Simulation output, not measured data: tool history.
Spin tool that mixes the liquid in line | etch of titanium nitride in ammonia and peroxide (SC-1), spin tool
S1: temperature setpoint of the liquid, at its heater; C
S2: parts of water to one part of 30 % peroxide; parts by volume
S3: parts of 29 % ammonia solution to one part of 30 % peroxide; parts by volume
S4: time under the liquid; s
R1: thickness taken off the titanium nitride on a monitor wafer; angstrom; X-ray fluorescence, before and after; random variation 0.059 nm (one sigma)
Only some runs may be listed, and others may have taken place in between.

run,hour,S1,S2,S3,S4,R1
1,0,62,20,0.8,40,31.755
2,1.3,66.5,20,0.8,40,42.737
3,5.1,66.5,20,0.55,40,39.194
4,8.9,66.5,20,0.75,40,41.495
5,15.5,64,20,0.75,40,35.589
6,17.9,64,14.5,0.75,40,42.24
7,22.1,65.5,13,0.75,40,49.571

Predict the results of run 8:
# hour 23.1: thermometer replaced
8,23.1,70,9,0.75,40,?

R1: 68.619 angstrom
